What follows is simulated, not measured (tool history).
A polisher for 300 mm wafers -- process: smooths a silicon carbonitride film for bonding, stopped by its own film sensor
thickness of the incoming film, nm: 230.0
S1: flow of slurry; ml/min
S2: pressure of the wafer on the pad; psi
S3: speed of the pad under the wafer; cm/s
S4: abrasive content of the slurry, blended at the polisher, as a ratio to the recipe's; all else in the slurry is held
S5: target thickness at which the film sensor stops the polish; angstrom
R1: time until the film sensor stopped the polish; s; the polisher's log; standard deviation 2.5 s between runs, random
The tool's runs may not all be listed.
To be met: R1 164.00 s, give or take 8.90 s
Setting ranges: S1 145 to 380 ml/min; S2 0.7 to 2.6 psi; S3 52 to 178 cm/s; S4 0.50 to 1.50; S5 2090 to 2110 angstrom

| run | hour | S1 | S2 | S3 | S4 | S5 | R1 |
|---|---|---|---|---|---|---|---|
| 1 | 0.0 | 245 | 1.6 | 114 | 1.00 | 2090 | 104.88 |
| 2 | 1.3 | 245 | 1.4 | 112 | 1.00 | 2090 | 117.57 |
| 3 | 4.2 | 245 | 1.2 | 110 | 1.00 | 2090 | 135.28 |
| 4 | 5.5 | 300 | 1.2 | 110 | 1.00 | 2090 | 131.52 |
| 5 | 7.1 | 300 | 1.2 | 110 | 1.00 | 2110 | 121.31 |
| 6 | 13.8 | 300 | 1.2 | 110 | 1.15 | 2110 | 112.70 |
| 7 | 17.8 | 300 | 1.0 | 106 | 1.15 | 2110 | 133.25 |
| 8 | 20.1 | 300 | 0.9 | 106 | 1.15 | 2110 | 141.71 |

5 candidate next runs follow, results not yet known. Just one meets every target within its allowed miss. Identify it.
| A | 22.4 | 320 | 0.7 | 152 | 1.10 | 2100 | ? |
| B | 22.4 | 315 | 0.8 | 118 | 1.20 | 2110 | ? |
| C | 22.4 | 280 | 0.9 | 106 | 1.15 | 2110 | ? |
| D | 22.4 | 210 | 1.0 | 82 | 1.35 | 2110 | ? |
| E | 22.4 | 310 | 0.9 | 92 | 1.15 | 2100 | ? |

| move | R1 |
|---|---|
| A | 147.71 |
| B | 144.00 |
| C | 145.03 |
| D | 148.06 |
| E | 166.15 |
A: closes in on the targets versus the last run, not all within tolerance yet
B: closes in on the targets versus the last run, not all within tolerance yet
C: closes in on the targets versus the last run, not all within tolerance yet
D: closes in on the targets versus the last run, not all within tolerance yet
E: all results in spec
The move that meets every target is E.
